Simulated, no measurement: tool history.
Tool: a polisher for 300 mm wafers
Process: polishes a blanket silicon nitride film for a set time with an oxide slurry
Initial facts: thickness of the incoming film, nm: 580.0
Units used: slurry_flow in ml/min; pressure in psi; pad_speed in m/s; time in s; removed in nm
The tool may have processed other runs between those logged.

{"run": 1, "hour": 0.0, "slurry_flow": 185, "pressure": 2.7, "pad_speed": 1.22, "slurry_solids": 1.0, "time": 29, "removed": 14.53}
{"run": 2, "hour": 1.9, "slurry_flow": 185, "pressure": 2.7, "pad_speed": 1.22, "slurry_solids": 1.15, "time": 29, "removed": 15.229}
{"run": 3, "hour": 8.1, "slurry_flow": 185, "pressure": 2.7, "pad_speed": 1.22, "slurry_solids": 1.0, "time": 29, "removed": 14.344}
{"run": 4, "hour": 12.6, "slurry_flow": 145, "pressure": 2.7, "pad_speed": 1.22, "slurry_solids": 1.0, "time": 29, "removed": 13.886}
{"run": 5, "hour": 17.7, "slurry_flow": 145, "pressure": 2.7, "pad_speed": 1.5, "slurry_solids": 1.0, "time": 29, "removed": 16.206}
{"run": 6, "hour": 25.6, "slurry_flow": 190, "pressure": 2.7, "pad_speed": 1.5, "slurry_solids": 1.0, "time": 29, "removed": 17.007}
{"run": 7, "hour": 34.0, "slurry_flow": 195, "pressure": 2.8, "pad_speed": 1.5, "slurry_solids": 1.0, "time": 29, "removed": 17.56}

Estimate the outcome of run 8 from the log above:
{"run": 8, "hour": 35.4, "slurry_flow": 205, "pressure": 3.5, "pad_speed": 1.52, "slurry_solids": 1.0, "time": 29, "removed": "?"}

removed: 22.222 nm

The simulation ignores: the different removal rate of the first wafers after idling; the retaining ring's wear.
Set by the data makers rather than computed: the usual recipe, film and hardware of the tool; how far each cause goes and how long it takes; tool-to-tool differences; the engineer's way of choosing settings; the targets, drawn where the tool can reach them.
